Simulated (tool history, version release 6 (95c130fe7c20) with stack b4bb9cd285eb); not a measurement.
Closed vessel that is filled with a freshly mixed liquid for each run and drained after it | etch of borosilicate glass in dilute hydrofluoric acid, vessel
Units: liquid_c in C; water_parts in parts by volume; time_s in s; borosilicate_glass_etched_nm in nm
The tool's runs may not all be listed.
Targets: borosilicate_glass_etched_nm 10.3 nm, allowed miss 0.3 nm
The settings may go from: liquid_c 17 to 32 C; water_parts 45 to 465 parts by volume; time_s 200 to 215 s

run 1 hour=0 | liquid_c=24 water_parts=255 time_s=200 | borosilicate_glass_etched_nm=13.768
run 2 hour=2.7 | liquid_c=22.5 water_parts=255 time_s=200 | borosilicate_glass_etched_nm=13.243
run 3 hour=6.2 | liquid_c=22.5 water_parts=165 time_s=200 | borosilicate_glass_etched_nm=22.271
run 4 hour=11 | liquid_c=22.5 water_parts=165 time_s=200 | borosilicate_glass_etched_nm=22.153
run 5 hour=12.9 | liquid_c=22 water_parts=175 time_s=200 | borosilicate_glass_etched_nm=20.518
run 6 hour=17.2 | liquid_c=20.5 water_parts=175 time_s=200 | borosilicate_glass_etched_nm=19.21
run 7 hour=19.7 | liquid_c=20 water_parts=185 time_s=200 | borosilicate_glass_etched_nm=17.568
run 8 hour=25 | liquid_c=19.5 water_parts=190 time_s=200 | borosilicate_glass_etched_nm=16.733
run 9 hour=33.9 | liquid_c=19.5 water_parts=195 time_s=200 | borosilicate_glass_etched_nm=16.306

Which of these 5 next moves meets every target?
run A hour=42.8 | liquid_c=18.5 water_parts=255 time_s=200 | borosilicate_glass_etched_nm=?
run B hour=42.8 | liquid_c=18.5 water_parts=275 time_s=200 | borosilicate_glass_etched_nm=?
run C hour=42.8 | liquid_c=21.5 water_parts=125 time_s=215 | borosilicate_glass_etched_nm=?
run D hour=42.8 | liquid_c=22.5 water_parts=145 time_s=215 | borosilicate_glass_etched_nm=?
run E hour=42.8 | liquid_c=22.5 water_parts=175 time_s=200 | borosilicate_glass_etched_nm=?

move=A borosilicate_glass_etched_nm=11.234
move=B borosilicate_glass_etched_nm=10.233
move=C borosilicate_glass_etched_nm=31.517
move=D borosilicate_glass_etched_nm=27.639
move=E borosilicate_glass_etched_nm=20.618
A: nearer than the last run, and not there yet
B: meets every target
C: further off than the last run
D: further off than the last run
E: further off than the last run
Move B is the one to make.
